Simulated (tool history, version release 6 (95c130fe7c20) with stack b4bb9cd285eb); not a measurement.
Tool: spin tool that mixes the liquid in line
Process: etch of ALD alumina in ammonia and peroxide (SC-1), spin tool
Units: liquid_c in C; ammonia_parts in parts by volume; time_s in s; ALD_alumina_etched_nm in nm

run,hour,liquid_c,ammonia_parts,time_s,ALD_alumina_etched_nm
1,0,59,0.45,280,21.174
2,6.2,60,0.45,280,22.432
3,12.4,60,0.35,280,21.93
4,17.7,61,0.35,280,22.906
5,24.7,54.5,0.35,280,16.298
6,32.5,54.5,0.2,280,15.596
7,33.7,56,0.2,280,16.81
8,41.3,57.5,0.2,280,18.239
9,44.3,59,0.2,280,19.714
10,46.9,60,0.2,280,20.689

The next listed run, before its measurement:
11,54.7,61,0.2,280,?

ALD_alumina_etched_nm: 21.905 nm
